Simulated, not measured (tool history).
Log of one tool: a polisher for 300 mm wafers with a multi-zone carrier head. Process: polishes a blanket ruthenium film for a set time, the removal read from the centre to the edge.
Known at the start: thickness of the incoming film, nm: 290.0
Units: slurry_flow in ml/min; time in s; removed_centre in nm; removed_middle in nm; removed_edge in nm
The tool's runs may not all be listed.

run 1 hour=0.0 | slurry_flow=150 centre_zone=1.00 middle_zone=1.00 edge_zone=1.00 time=84 | removed_centre=85.694 removed_middle=82.750 removed_edge=86.258
run 2 hour=2.1 | slurry_flow=150 centre_zone=1.04 middle_zone=1.00 edge_zone=1.00 time=84 | removed_centre=89.122 removed_middle=83.591 removed_edge=84.188
run 3 hour=9.6 | slurry_flow=140 centre_zone=0.99 middle_zone=1.02 edge_zone=0.97 time=81 | removed_centre=79.605 removed_middle=79.862 removed_edge=79.908
run 4 hour=16.5 | slurry_flow=130 centre_zone=0.96 middle_zone=1.03 edge_zone=0.95 time=80 | removed_centre=75.855 removed_middle=78.891 removed_edge=77.339
-- hour=24.4 slurry nozzle cleaned
run 5 hour=24.4 | slurry_flow=130 centre_zone=0.91 middle_zone=1.03 edge_zone=0.95 time=80 | removed_centre=79.303 removed_middle=84.030 removed_edge=80.199
run 6 hour=28.0 | slurry_flow=145 centre_zone=0.91 middle_zone=1.03 edge_zone=0.95 time=80 | removed_centre=80.583 removed_middle=86.251 removed_edge=84.261

The next listed run, before its measurement:
run 7 hour=32.8 | slurry_flow=135 centre_zone=0.88 middle_zone=1.04 edge_zone=0.98 time=76 | removed_centre=? removed_middle=? removed_edge=?

Run 7 gave removed_centre 74.873 nm, removed_middle 80.837 nm, removed_edge 79.814 nm.
